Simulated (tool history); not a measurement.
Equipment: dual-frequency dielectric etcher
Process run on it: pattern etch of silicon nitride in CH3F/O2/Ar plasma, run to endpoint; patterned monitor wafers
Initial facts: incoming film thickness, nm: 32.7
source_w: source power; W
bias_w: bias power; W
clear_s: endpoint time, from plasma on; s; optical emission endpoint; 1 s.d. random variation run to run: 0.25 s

run 1 hour=0.0 | source_w=380 bias_w=85 | clear_s=46.737
run 2 hour=6.1 | source_w=380 bias_w=94 | clear_s=44.041
run 3 hour=10.0 | source_w=330 bias_w=94 | clear_s=46.830
run 4 hour=15.6 | source_w=300 bias_w=93 | clear_s=48.546
run 5 hour=17.5 | source_w=300 bias_w=102 | clear_s=46.584
run 6 hour=25.3 | source_w=300 bias_w=95 | clear_s=48.001

Estimate the outcome of run 7 from the log above:
run 7 hour=34.1 | source_w=280 bias_w=93 | clear_s=?

{"run 7": {"clear_s": 49.605}}

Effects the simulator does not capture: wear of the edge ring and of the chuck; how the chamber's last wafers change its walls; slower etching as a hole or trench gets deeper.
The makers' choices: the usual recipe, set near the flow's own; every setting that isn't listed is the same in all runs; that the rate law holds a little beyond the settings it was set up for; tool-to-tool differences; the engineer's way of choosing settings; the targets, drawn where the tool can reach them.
